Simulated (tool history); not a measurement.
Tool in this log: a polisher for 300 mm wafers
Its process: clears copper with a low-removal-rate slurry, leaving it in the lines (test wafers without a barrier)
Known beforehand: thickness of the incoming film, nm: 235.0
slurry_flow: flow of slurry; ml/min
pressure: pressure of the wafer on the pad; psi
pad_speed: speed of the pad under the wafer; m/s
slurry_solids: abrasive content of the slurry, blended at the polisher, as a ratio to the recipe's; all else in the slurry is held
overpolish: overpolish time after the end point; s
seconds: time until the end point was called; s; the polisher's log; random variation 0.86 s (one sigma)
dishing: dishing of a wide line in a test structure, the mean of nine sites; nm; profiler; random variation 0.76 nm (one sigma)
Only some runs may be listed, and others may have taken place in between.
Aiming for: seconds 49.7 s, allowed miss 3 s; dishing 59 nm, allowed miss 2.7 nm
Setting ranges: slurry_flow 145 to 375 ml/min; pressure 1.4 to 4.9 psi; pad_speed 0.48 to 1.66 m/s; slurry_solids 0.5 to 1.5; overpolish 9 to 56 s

run,hour,slurry_flow,pressure,pad_speed,slurry_solids,overpolish,seconds,dishing
1,0,240,3.1,1.06,1,29,78.608,49.647
2,5.2,240,3.1,1.18,1,29,71.675,53.293
3,8.4,240,3.4,1.18,1,27,67.591,54.035
4,9.5,240,3.4,1.18,0.85,27,69.179,53.319
5,13,240,3.4,1.18,0.85,38,67.584,66.182
6,13.7,240,3.7,1.2,0.85,33,63.378,65.267
7,18.9,255,4.5,1.34,0.9,19,45.246,56.96
8,24.7,255,4.4,1.34,0.9,20,45.878,57.121

Next run, 5 choices. One meets every target within its allowed miss, the rest don't. Which?
A,30.5,230,4.6,1.5,0.8,18,?,?
B,30.5,295,4.7,1.2,0.75,22,?,?
C,30.5,225,4.3,1.64,0.6,23,?,?
D,30.5,255,4.5,1.4,1,22,?,?
E,30.5,295,4.2,1.46,0.85,24,?,?

move,seconds,dishing
A,40.851,58.88
B,49.169,59.603
C,41.998,67.697
D,42.576,65.468
E,44.526,66.88
A: its largest miss is bigger than the last run's
B: hits every target within its allowed miss
C: its largest miss is bigger than the last run's
D: its largest miss is bigger than the last run's
E: its largest miss is bigger than the last run's
B meets every target.
